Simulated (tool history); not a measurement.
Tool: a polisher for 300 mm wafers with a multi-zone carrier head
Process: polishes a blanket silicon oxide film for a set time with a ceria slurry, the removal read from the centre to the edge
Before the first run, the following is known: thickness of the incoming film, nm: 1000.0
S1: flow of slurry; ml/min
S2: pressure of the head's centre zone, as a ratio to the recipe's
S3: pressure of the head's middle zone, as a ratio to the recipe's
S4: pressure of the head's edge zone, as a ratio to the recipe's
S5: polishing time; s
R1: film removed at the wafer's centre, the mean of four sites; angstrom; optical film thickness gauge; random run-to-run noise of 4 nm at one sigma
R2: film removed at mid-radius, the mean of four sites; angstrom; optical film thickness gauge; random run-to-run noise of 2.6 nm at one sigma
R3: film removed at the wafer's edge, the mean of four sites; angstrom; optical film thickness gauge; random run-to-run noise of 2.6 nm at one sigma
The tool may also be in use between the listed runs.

run 1 hour=0 | S1=220 S2=1 S3=1 S4=1 S5=49 | R1=3107.8 R2=3023 R3=3107.3
run 2 hour=4 | S1=220 S2=1 S3=1.08 S4=1 S5=49 | R1=3101.9 R2=3249 R3=3158.3
run 3 hour=7.6 | S1=220 S2=1 S3=1.08 S4=0.95 S5=49 | R1=3069.6 R2=3220.3 R3=3057.7
run 4 hour=15.4 | S1=220 S2=1 S3=1.04 S4=0.95 S5=49 | R1=3119.6 R2=3125.7 R3=3041.7
run 5 hour=23.4 | S1=200 S2=1 S3=1.04 S4=0.95 S5=49 | R1=3048.8 R2=3065.7 R3=3035.3
run 6 hour=29.7 | S1=200 S2=1.03 S3=1.07 S4=1.01 S5=52 | R1=3373.9 R2=3333.1 R3=3282.4
run 7 hour=38 | S1=220 S2=1.04 S3=1.08 S4=1.06 S5=54 | R1=3570 R2=3552 R3=3525.2
run 8 hour=45 | S1=235 S2=1.05 S3=1.09 S4=1.09 S5=56 | R1=3771 R2=3757.5 R3=3747.1

Run 9 is up next; what results do you expect?
run 9 hour=53.9 | S1=250 S2=1.06 S3=1.1 S4=1.12 S5=57 | R1=? R2=? R3=?

Run 9 came out at R1 3934.4 angstrom, R2 3897.5 angstrom, R3 3921 angstrom.
